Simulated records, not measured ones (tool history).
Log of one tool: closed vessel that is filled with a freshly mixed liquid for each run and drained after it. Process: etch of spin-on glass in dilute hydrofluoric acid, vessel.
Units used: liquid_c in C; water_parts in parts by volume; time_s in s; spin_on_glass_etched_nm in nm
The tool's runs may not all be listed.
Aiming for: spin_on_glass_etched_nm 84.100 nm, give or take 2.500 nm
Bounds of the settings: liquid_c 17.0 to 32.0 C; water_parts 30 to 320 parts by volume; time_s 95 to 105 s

run 1 hour=0.0 | liquid_c=24.0 water_parts=175 time_s=95 | spin_on_glass_etched_nm=29.276
run 2 hour=7.2 | liquid_c=25.5 water_parts=150 time_s=95 | spin_on_glass_etched_nm=36.641
run 3 hour=8.7 | liquid_c=27.0 water_parts=130 time_s=95 | spin_on_glass_etched_nm=47.002
run 4 hour=10.1 | liquid_c=28.5 water_parts=130 time_s=95 | spin_on_glass_etched_nm=50.242
run 5 hour=18.6 | liquid_c=29.5 water_parts=120 time_s=95 | spin_on_glass_etched_nm=55.767
run 6 hour=19.9 | liquid_c=30.0 water_parts=110 time_s=95 | spin_on_glass_etched_nm=62.406
run 7 hour=23.0 | liquid_c=30.5 water_parts=105 time_s=95 | spin_on_glass_etched_nm=67.512
run 8 hour=29.7 | liquid_c=31.0 water_parts=100 time_s=95 | spin_on_glass_etched_nm=74.348
run 9 hour=37.5 | liquid_c=31.5 water_parts=95 time_s=95 | spin_on_glass_etched_nm=78.848

Pick the move, out of 4, that brings all results within their allowed miss; only one does.
run A hour=45.3 | liquid_c=31.0 water_parts=105 time_s=105 | spin_on_glass_etched_nm=?
run B hour=45.3 | liquid_c=30.5 water_parts=100 time_s=95 | spin_on_glass_etched_nm=?
run C hour=45.3 | liquid_c=31.0 water_parts=100 time_s=95 | spin_on_glass_etched_nm=?
run D hour=45.3 | liquid_c=30.5 water_parts=90 time_s=100 | spin_on_glass_etched_nm=?

move=A spin_on_glass_etched_nm=76.589
move=B spin_on_glass_etched_nm=71.934
move=C spin_on_glass_etched_nm=73.285
move=D spin_on_glass_etched_nm=85.355
A: its largest miss is bigger than the last run's
B: its largest miss is bigger than the last run's
C: its largest miss is bigger than the last run's
D: all results land within tolerance of their targets
Go with D: it meets all targets.
